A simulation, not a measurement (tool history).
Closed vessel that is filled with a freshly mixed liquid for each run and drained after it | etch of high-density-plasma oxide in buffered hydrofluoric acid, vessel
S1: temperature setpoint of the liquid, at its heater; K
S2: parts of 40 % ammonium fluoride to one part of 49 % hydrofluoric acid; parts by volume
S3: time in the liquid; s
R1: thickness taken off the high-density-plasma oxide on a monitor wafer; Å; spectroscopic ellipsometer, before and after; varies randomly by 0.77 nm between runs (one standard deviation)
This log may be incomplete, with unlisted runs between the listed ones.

Run 1, hour 0: S1 296.15 K, S2 13 parts by volume, S3 100 s. Result: R1 982.52 Å.
Run 2, hour 4: S1 296.65 K, S2 13 parts by volume, S3 100 s. Result: R1 1012.5 Å.
Run 3, hour 12.4: S1 294.65 K, S2 13 parts by volume, S3 100 s. Result: R1 911.89 Å.
Run 4, hour 15.5: S1 294.65 K, S2 13 parts by volume, S3 110 s. Result: R1 1020.2 Å.
Run 5, hour 23.8: S1 295.15 K, S2 13 parts by volume, S3 110 s. Result: R1 1042.3 Å.
Run 6, hour 31.7: S1 295.65 K, S2 13 parts by volume, S3 110 s. Result: R1 1062.1 Å.

Run 7 has not been measured yet. What should we expect?
Run 7, hour 35.1: S1 296.15 K, S2 13 parts by volume, S3 110 s. Result: R1 ?.

{"run 7": {"R1": 1109.2}}
